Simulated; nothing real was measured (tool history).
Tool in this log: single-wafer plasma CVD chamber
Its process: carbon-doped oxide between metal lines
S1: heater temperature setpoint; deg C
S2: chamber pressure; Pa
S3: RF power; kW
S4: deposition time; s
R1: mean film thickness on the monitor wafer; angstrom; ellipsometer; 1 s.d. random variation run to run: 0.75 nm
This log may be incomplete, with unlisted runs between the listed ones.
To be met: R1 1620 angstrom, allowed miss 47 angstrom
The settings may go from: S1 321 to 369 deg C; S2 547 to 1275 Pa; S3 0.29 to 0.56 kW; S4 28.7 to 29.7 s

run  hour   S1   S2     S3    S4      R1
  1     0  345  911  0.425  28.7  1385.8
  2   7.3  351  911  0.425  28.7  1357.3
  3  15.1  351  911  0.425  28.7  1344.1
  4  15.9  347  931  0.445  28.8  1430.4
  5  24.1  347  931  0.445  28.7  1428.1
  6  28.2  347  931  0.445  29.7  1480.4
  7  29.9  344  945  0.455  29.7  1511.9
  8  33.4  342  952  0.465  29.7  1553.8
  9    38  342  952  0.465  29.7    1555
 10  44.2  341  957   0.47  29.7    1562

5 next moves are on the table. One of them brings every result within its allowed miss. Which?
  A  50.4  340   915   0.48  28.7   ?
  B  50.4  331  1084  0.495  28.7   ?
  C  50.4  340   927   0.46  28.7   ?
  D  50.4  343  1015   0.49  28.7   ?
  E  50.4  338  1013  0.475  28.7   ?

move      R1
   A  1549.1
   B    1649
   C    1505
   D  1561.5
   E    1556
A: the biggest miss grows against the last run
B: all results land within tolerance of their targets
C: the biggest miss grows against the last run
D: as far off as the last run
E: the biggest miss grows against the last run
Go with B: it meets all targets.
